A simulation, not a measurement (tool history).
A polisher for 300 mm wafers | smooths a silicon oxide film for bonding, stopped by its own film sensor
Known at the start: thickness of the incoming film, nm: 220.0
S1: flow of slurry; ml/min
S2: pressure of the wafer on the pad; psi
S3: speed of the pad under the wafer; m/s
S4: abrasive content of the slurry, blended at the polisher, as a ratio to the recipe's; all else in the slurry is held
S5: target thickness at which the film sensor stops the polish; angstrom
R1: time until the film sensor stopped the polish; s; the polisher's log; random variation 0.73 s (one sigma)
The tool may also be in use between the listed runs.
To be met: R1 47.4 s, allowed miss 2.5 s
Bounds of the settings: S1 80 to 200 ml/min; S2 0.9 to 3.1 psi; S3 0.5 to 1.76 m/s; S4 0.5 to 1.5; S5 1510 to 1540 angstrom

run,hour,S1,S2,S3,S4,S5,R1
1,0,130,2,1.12,1,1540,71.485
2,5.4,130,2.2,1.14,1,1540,64.501
3,8.5,130,2.3,1.14,1,1540,62.024
4,17.2,130,2.3,0.96,1,1540,70.127
5,19.8,130,2.6,0.96,1,1540,63.809
6,24.1,130,2.6,0.78,1,1540,71.954
7,27.2,130,2.7,0.84,1,1540,66.167
8,35.3,130,2.8,0.88,1,1540,62.219
9,40.3,130,2.9,0.92,1,1540,58.108

Which of these 5 next moves meets every target?
A,45.3,95,3.1,1,1.05,1530,?
B,45.3,115,2.9,1.1,1.05,1510,?
C,45.3,130,3.1,1,1,1510,?
D,45.3,95,3,1.44,0.9,1510,?
E,45.3,165,3.1,0.78,0.65,1540,?

move,R1
A,55.208
B,53.535
C,53.218
D,46.732
E,66.756
A: nearer than the last run, and not there yet
B: nearer than the last run, and not there yet
C: nearer than the last run, and not there yet
D: meets every target
E: further off than the last run
Answer: D
